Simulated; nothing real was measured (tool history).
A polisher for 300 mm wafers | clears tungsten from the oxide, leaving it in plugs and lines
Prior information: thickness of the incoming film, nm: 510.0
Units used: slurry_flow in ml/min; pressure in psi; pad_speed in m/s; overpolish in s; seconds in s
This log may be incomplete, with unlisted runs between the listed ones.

run	day	slurry_flow	pressure	pad_speed	slurry_solids	overpolish	seconds
1	0	165	3.4	1.4	1	11	73.235
2	0.167	165	3	1.4	1	11	83.125
3	0.254	165	3	1.1	1	11	100.25
4	0.371	170	3.3	1.1	1	11	90.913
5	0.638	175	3.5	1.1	1	11	87.366
6	0.679	175	3.7	1.1	1	11	83.519
7	0.854	175	3.9	1.1	1	11	78.4
8	1.138	175	4	1.1	1	11	77.816

Forecast run 9:
9	1.442	175	4.1	1.1	1	11	?

{"run 9": {"seconds": 74.74}}

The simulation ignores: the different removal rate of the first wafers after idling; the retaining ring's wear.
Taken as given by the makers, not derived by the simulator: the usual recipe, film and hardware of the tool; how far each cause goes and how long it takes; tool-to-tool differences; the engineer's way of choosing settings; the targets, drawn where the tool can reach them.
